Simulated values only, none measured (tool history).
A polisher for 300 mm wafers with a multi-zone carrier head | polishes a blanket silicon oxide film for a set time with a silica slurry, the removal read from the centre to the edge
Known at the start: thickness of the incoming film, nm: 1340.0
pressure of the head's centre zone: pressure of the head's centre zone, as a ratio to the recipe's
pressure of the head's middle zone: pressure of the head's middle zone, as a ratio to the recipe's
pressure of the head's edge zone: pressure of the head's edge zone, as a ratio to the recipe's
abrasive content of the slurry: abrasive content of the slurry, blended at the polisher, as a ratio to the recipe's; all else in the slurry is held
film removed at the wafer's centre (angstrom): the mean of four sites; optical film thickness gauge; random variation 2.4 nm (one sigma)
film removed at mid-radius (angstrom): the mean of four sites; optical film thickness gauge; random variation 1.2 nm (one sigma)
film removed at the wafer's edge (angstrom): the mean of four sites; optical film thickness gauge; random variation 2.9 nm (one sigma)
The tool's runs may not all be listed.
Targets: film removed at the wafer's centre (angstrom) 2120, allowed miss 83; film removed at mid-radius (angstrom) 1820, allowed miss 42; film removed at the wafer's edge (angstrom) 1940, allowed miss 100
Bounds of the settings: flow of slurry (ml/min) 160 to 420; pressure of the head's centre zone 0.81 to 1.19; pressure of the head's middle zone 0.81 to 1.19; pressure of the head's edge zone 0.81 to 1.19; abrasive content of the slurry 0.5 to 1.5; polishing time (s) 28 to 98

run,day,flow of slurry (ml/min),pressure of the head's centre zone,pressure of the head's middle zone,pressure of the head's edge zone,abrasive content of the slurry,polishing time (s),film removed at the wafer's centre (angstrom),film removed at mid-radius (angstrom),film removed at the wafer's edge (angstrom)
1,0,270,1,1,1,1,63,1588.8,1562.4,1583.1
2,0.354,315,1,1,1,1,63,1602.7,1564.4,1604.6
3,0.504,315,1,1,1,1,49,1276.8,1241,1262.9
4,0.817,315,1,0.96,1,1,49,1267,1174.8,1228.1
5,1.121,315,1,0.96,1,1,59,1524.1,1428.1,1519.4
6,1.371,320,1.02,0.97,1.01,1.05,59,1587.5,1477.5,1519.7
7,1.471,325,1.02,0.96,1.03,1.1,59,1600.1,1483.5,1610.4
8,1.638,330,1.04,0.97,1.04,1.15,59,1665.6,1520.6,1622.9
9,1.7,335,1.05,0.98,1.05,1.2,59,1723.6,1570.8,1690.4
10,1.921,335,1.06,0.99,1.06,1.2,59,1713.6,1600.5,1675.3
11,2.112,335,1.07,0.99,1.06,1.25,59,1771.1,1621.2,1704.4
12,2.442,340,1.08,0.99,1.07,1.3,59,1812,1628.7,1747.7
13,2.683,345,1.09,0.99,1.08,1.3,59,1820,1675,1737.6
14,3.029,345,1.1,0.99,1.08,1.3,59,1806.4,1645.9,1690.8
15,3.2,355,1.11,0.97,1.07,1.4,61,1938.9,1727.8,1849.6

4 next moves are on the table. One of them brings every result within its allowed miss. Which?
A,3.371,370,1.13,0.95,1.03,1.45,65,?,?,?
B,3.371,385,1.12,0.87,1.07,1.1,77,?,?,?
C,3.371,345,1.09,1.03,1.06,1.4,65,?,?,?
D,3.371,415,0.88,0.9,1.19,1.4,70,?,?,?

move,film removed at the wafer's centre (angstrom),film removed at mid-radius (angstrom),film removed at the wafer's edge (angstrom)
A,2101.9,1835.5,1946.9
B,2227.2,1817.5,2105.9
C,2020.4,1928.7,1932.8
D,1964.7,1882.6,2209.8
A: meets every target
B: brings the result that was furthest off to its target, and leaves another outside
C: takes the result that was furthest off past its target
D: takes the result that was furthest off past its target
The right move is A.

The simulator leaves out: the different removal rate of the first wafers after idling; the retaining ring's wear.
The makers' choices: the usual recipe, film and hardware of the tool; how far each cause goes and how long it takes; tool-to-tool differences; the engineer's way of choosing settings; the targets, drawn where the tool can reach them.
